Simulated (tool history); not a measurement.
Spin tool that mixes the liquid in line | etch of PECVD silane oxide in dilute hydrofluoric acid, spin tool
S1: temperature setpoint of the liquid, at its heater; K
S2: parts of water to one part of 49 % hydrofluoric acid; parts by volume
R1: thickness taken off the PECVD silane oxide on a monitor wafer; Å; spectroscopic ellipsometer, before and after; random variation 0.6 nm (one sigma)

Run 1, hour 0.0: S1 293.15 K, S2 270 parts by volume, time under the liquid (s) 320. Result: R1 239.03 Å.
Run 2, hour 8.9: S1 294.65 K, S2 230 parts by volume, time under the liquid (s) 320. Result: R1 307.40 Å.
Run 3, hour 13.1: S1 294.65 K, S2 230 parts by volume, time under the liquid (s) 340. Result: R1 326.49 Å.
Run 4, hour 14.2: S1 294.65 K, S2 290 parts by volume, time under the liquid (s) 340. Result: R1 244.34 Å.
Run 5, hour 15.1: S1 292.65 K, S2 290 parts by volume, time under the liquid (s) 340. Result: R1 224.64 Å.
Run 6, hour 19.1: S1 292.65 K, S2 385 parts by volume, time under the liquid (s) 340. Result: R1 154.89 Å.
Run 7, hour 22.9: S1 294.15 K, S2 325 parts by volume, time under the liquid (s) 340. Result: R1 206.13 Å.
Run 8, hour 31.5: S1 295.65 K, S2 275 parts by volume, time under the liquid (s) 340. Result: R1 275.35 Å.
Run 9, hour 40.6: S1 296.65 K, S2 235 parts by volume, time under the liquid (s) 340. Result: R1 337.55 Å.
Run 10, hour 44.7: S1 297.65 K, S2 200 parts by volume, time under the liquid (s) 340. Result: R1 434.45 Å.
Run 11, hour 49.0: S1 298.15 K, S2 180 parts by volume, time under the liquid (s) 340. Result: R1 495.20 Å.

The next listed run, before its measurement:
Run 12, hour 52.8: S1 298.65 K, S2 165 parts by volume, time under the liquid (s) 340. Result: R1 ?.

Run 12 gave R1 569.38 Å.
